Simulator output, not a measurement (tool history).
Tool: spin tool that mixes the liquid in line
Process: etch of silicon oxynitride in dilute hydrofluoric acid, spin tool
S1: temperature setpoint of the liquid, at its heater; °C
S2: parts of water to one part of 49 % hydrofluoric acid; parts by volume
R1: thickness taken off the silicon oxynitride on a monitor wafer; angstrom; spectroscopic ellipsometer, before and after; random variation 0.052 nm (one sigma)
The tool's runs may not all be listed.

Run 1, hour 0.0: S1 21.0 °C, S2 170 parts by volume, time under the liquid (s) 300. Result: R1 54.273 angstrom.
Run 2, hour 7.6: S1 21.0 °C, S2 170 parts by volume, time under the liquid (s) 320. Result: R1 57.040 angstrom.
Run 3, hour 10.3: S1 19.0 °C, S2 170 parts by volume, time under the liquid (s) 320. Result: R1 51.995 angstrom.
Run 4, hour 11.2: S1 19.0 °C, S2 170 parts by volume, time under the liquid (s) 320. Result: R1 51.674 angstrom.
Run 5, hour 13.5: S1 20.0 °C, S2 170 parts by volume, time under the liquid (s) 320. Result: R1 54.657 angstrom.
Run 6, hour 14.2: S1 20.0 °C, S2 200 parts by volume, time under the liquid (s) 320. Result: R1 45.754 angstrom.
At hour 22.4: hydrofluoric acid flow meter replaced.
Run 7, hour 22.4: S1 24.0 °C, S2 195 parts by volume, time under the liquid (s) 320. Result: R1 50.523 angstrom.
Run 8, hour 28.3: S1 25.0 °C, S2 190 parts by volume, time under the liquid (s) 320. Result: R1 54.738 angstrom.
Run 9, hour 29.8: S1 26.0 °C, S2 185 parts by volume, time under the liquid (s) 320. Result: R1 58.768 angstrom.

Forecast run 10:
Run 10, hour 35.8: S1 26.5 °C, S2 185 parts by volume, time under the liquid (s) 320. Result: R1 ?.

Run 10 gave R1 59.399 angstrom.
